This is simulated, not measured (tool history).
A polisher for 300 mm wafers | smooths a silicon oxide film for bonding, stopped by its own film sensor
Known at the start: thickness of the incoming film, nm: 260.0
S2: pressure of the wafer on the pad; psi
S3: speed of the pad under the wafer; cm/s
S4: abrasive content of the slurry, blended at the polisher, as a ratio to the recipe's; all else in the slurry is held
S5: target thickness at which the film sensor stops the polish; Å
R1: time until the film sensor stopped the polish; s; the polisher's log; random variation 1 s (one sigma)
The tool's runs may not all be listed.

Run 1, hour 0: flow of slurry (ml/min) 155, S2 2.6 psi, S3 72 cm/s, S4 1, S5 1940 Å. Result: R1 110.91 s.
Run 2, hour 6.2: flow of slurry (ml/min) 155, S2 2.8 psi, S3 72 cm/s, S4 1, S5 1940 Å. Result: R1 101.16 s.
Run 3, hour 10.4: flow of slurry (ml/min) 155, S2 2.5 psi, S3 72 cm/s, S4 1, S5 1940 Å. Result: R1 114.96 s.
Run 4, hour 12.3: flow of slurry (ml/min) 155, S2 2.7 psi, S3 72 cm/s, S4 1, S5 1940 Å. Result: R1 104.44 s.
Run 5, hour 15.7: flow of slurry (ml/min) 155, S2 2.7 psi, S3 72 cm/s, S4 1, S5 1940 Å. Result: R1 107.32 s.
Run 6, hour 16.6: flow of slurry (ml/min) 155, S2 2.7 psi, S3 64 cm/s, S4 1, S5 1940 Å. Result: R1 117.52 s.
Run 7, hour 17.7: flow of slurry (ml/min) 155, S2 2.9 psi, S3 64 cm/s, S4 1, S5 1940 Å. Result: R1 112.29 s.

Forecast run 8:
Run 8, hour 19.9: flow of slurry (ml/min) 155, S2 3.2 psi, S3 64 cm/s, S4 1, S5 1940 Å. Result: R1 ?.

Run 8 gave R1 99.41 s.
